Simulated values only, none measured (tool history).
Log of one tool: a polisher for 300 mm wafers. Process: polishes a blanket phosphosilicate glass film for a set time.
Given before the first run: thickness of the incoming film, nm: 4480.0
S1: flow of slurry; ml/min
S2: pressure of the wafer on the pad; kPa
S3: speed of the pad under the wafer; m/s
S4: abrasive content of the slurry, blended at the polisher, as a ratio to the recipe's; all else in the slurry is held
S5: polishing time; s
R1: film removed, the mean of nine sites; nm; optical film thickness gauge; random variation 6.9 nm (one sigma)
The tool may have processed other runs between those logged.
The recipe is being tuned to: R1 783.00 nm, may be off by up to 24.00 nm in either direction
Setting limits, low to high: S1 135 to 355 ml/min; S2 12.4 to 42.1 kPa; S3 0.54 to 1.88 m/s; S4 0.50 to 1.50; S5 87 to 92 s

| run | hour | S1 | S2 | S3 | S4 | S5 | R1 |
|---|---|---|---|---|---|---|---|
| 1 | 0.0 | 225 | 26.9 | 1.20 | 1.00 | 87 | 928.71 |
| 2 | 8.5 | 225 | 31.0 | 1.20 | 1.00 | 87 | 1049.70 |
| 3 | 17.0 | 225 | 29.6 | 1.20 | 1.00 | 87 | 1022.70 |
| 4 | 23.4 | 225 | 28.3 | 1.20 | 1.00 | 87 | 979.83 |
| 5 | 26.5 | 200 | 28.3 | 1.20 | 1.00 | 87 | 979.95 |
| 6 | 28.2 | 175 | 28.3 | 1.20 | 1.00 | 87 | 957.02 |
| 7 | 30.9 | 175 | 27.6 | 1.20 | 1.00 | 87 | 943.56 |
| 8 | 37.7 | 175 | 26.9 | 1.20 | 1.00 | 87 | 922.96 |
| 9 | 41.6 | 175 | 26.2 | 1.20 | 1.00 | 87 | 907.61 |
| 10 | 45.5 | 175 | 25.5 | 1.20 | 1.00 | 87 | 866.47 |
| 11 | 54.4 | 175 | 24.8 | 1.20 | 1.00 | 87 | 862.63 |

4 candidate next runs follow, results not yet known. Just one meets every target within its allowed miss. Identify it.
| A | 63.3 | 140 | 29.0 | 1.06 | 0.95 | 92 | ? |
| B | 63.3 | 245 | 28.3 | 1.36 | 0.75 | 88 | ? |
| C | 63.3 | 165 | 24.1 | 1.14 | 1.05 | 89 | ? |
| D | 63.3 | 155 | 34.5 | 0.82 | 0.75 | 91 | ? |

| move | R1 |
|---|---|
| A | 896.03 |
| B | 945.14 |
| C | 843.79 |
| D | 785.94 |
A: misses by more than the last run did
B: misses by more than the last run did
C: moves toward the targets from the last run without getting all of them in spec
D: each result inside its tolerance
The move that meets every target is D.

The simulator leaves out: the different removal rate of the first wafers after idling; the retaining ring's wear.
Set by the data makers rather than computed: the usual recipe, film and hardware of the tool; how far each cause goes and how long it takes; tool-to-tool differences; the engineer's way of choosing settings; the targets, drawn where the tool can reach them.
